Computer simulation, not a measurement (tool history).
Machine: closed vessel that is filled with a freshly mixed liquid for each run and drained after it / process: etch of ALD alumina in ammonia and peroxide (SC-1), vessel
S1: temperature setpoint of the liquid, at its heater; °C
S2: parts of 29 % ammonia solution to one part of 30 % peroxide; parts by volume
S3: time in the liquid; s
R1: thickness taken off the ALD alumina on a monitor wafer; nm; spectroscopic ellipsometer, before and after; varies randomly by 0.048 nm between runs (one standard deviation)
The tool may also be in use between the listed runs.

run,hour,S1,S2,S3,R1
1,0,49,0.9,160,5.6601
2,7.6,52.5,0.9,160,6.8441
3,15.9,53.5,0.9,160,7.25
4,21.4,53.5,0.9,160,7.2357
5,30,54,0.9,160,7.3977
6,31.6,54,1.1,160,7.561
7,36.8,54.5,1.1,160,7.8205
8,43.8,54.5,1.1,160,7.7793

Predict the results of run 9:
9,52.8,55,1.1,160,?

R1: 7.9882 nm

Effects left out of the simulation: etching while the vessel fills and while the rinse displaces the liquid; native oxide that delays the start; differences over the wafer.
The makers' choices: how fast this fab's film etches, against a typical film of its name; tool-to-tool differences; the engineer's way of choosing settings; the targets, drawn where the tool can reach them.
